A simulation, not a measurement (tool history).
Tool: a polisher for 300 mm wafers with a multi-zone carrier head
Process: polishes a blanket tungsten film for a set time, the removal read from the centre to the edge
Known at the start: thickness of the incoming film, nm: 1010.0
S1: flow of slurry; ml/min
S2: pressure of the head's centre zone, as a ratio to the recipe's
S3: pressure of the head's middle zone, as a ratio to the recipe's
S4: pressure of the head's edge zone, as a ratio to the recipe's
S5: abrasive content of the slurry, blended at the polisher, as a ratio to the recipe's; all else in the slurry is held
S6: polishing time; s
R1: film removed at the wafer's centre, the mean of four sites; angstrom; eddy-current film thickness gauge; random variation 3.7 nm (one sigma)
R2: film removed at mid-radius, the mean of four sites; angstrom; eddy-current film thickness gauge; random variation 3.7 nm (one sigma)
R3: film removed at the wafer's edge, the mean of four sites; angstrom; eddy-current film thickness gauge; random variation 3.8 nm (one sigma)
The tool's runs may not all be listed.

run,hour,S1,S2,S3,S4,S5,S6,R1,R2,R3
1,0.0,185,1.00,1.00,1.00,1.00,79,3593.1,3612.8,3648.9
2,6.5,185,1.00,1.00,1.00,1.10,79,3653.4,3660.8,3731.5
3,11.1,185,1.00,1.00,0.96,1.10,79,3669.7,3661.0,3674.4
4,20.0,195,1.02,1.01,0.99,1.15,81,3902.6,3839.9,3859.1
5,20.6,195,1.06,1.01,0.99,1.15,81,4086.5,3843.1,3833.4
6,22.8,235,1.06,1.01,0.99,1.15,81,4159.6,3909.7,3904.5
7,24.1,240,1.07,1.02,1.02,1.20,83,4310.7,4116.5,4054.7
8,30.2,240,1.08,1.02,1.04,1.25,85,4531.7,4224.6,4252.6
9,35.9,240,1.09,1.03,1.06,1.30,87,4720.7,4446.3,4455.5
10,39.4,240,1.10,1.03,1.08,1.35,88,4813.3,4555.5,4587.9
11,48.1,240,1.11,1.03,1.09,1.40,89,5019.2,4626.4,4716.1
12,54.7,240,1.12,1.04,1.10,1.40,90,5043.4,4688.9,4753.6
13,60.7,245,1.13,1.04,1.11,1.40,91,5198.6,4751.8,4797.0

The next listed run, before its measurement:
14,68.1,250,1.13,1.04,1.12,1.40,92,?,?,?

R1: 5286.9 angstrom
R2: 4875.4 angstrom
R3: 4886.4 angstrom

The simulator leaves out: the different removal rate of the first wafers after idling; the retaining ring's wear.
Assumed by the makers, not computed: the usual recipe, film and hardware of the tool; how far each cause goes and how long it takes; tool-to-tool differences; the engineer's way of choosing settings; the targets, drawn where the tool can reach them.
